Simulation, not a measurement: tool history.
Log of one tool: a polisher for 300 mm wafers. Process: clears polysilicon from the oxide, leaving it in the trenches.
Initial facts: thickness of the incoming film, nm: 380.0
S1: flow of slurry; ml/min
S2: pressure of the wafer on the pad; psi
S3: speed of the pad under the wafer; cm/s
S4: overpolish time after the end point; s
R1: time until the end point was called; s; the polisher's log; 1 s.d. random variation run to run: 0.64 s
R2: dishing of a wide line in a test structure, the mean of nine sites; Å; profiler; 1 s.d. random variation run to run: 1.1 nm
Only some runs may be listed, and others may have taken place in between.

run  hour   S1   S2  S3  S4      R1      R2
  1     0  175  3.3  84  16  26.678  573.85
  2   5.3  175  3.1  84  15  28.919  562.83
  3  12.3  175  3.5  84  15  26.409   568.3
  4  18.9  175  3.3  84  14   26.84  562.51
  5  24.5  175  2.5  84  14  34.707  541.15
  6  27.5  175    3  84  14  29.976  521.13
  7  30.5  175    2  78   7  40.774  340.53
  8    35  175    2  78   8   40.89     379
  9  40.8  175    2  78   9  41.185  401.46

Predict the results of run 10:
 10  48.5  175   2  78  10   ?   ?

Run 10 produced R1 41.083 s, R2 413.63 Å.

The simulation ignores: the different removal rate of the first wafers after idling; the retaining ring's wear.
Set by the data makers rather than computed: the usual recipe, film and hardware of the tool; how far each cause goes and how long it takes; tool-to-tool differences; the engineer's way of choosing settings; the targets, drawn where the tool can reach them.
